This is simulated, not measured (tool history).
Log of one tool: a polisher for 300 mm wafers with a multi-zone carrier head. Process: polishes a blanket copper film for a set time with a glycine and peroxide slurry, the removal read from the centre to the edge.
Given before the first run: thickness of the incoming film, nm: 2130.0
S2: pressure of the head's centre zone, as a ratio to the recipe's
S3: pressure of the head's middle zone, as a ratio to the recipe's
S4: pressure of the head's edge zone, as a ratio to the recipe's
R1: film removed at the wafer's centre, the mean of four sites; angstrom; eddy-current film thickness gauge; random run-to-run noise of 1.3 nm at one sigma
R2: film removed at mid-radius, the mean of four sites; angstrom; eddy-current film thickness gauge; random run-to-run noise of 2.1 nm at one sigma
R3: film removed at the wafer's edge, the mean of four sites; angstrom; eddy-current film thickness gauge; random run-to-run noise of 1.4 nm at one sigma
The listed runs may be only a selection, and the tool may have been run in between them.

{"run": 1, "hour": 0.0, "flow of slurry (ml/min)": 305, "S2": 1.0, "S3": 1.0, "S4": 1.0, "polishing time (s)": 33, "R1": 1607.0, "R2": 1570.4, "R3": 1617.1}
{"run": 2, "hour": 3.9, "flow of slurry (ml/min)": 320, "S2": 1.01, "S3": 1.04, "S4": 1.02, "polishing time (s)": 34, "R1": 1694.7, "R2": 1697.7, "R3": 1686.4}
{"run": 3, "hour": 8.9, "flow of slurry (ml/min)": 320, "S2": 0.96, "S3": 1.04, "S4": 1.02, "polishing time (s)": 34, "R1": 1588.8, "R2": 1686.1, "R3": 1670.6}
{"run": 4, "hour": 16.6, "flow of slurry (ml/min)": 325, "S2": 0.97, "S3": 1.07, "S4": 1.04, "polishing time (s)": 35, "R1": 1676.3, "R2": 1796.1, "R3": 1734.6}
{"run": 5, "hour": 19.0, "flow of slurry (ml/min)": 330, "S2": 0.98, "S3": 1.09, "S4": 1.06, "polishing time (s)": 36, "R1": 1742.6, "R2": 1872.7, "R3": 1788.1}
{"run": 6, "hour": 19.7, "flow of slurry (ml/min)": 335, "S2": 0.98, "S3": 1.11, "S4": 1.08, "polishing time (s)": 37, "R1": 1789.7, "R2": 1958.3, "R3": 1870.0}

Estimate the outcome of run 7 from the log above:
{"run": 7, "hour": 21.4, "flow of slurry (ml/min)": 345, "S2": 0.99, "S3": 1.13, "S4": 1.09, "polishing time (s)": 38, "R1": "?", "R2": "?", "R3": "?"}

R1: 1858.0 angstrom
R2: 1994.0 angstrom
R3: 1951.7 angstrom

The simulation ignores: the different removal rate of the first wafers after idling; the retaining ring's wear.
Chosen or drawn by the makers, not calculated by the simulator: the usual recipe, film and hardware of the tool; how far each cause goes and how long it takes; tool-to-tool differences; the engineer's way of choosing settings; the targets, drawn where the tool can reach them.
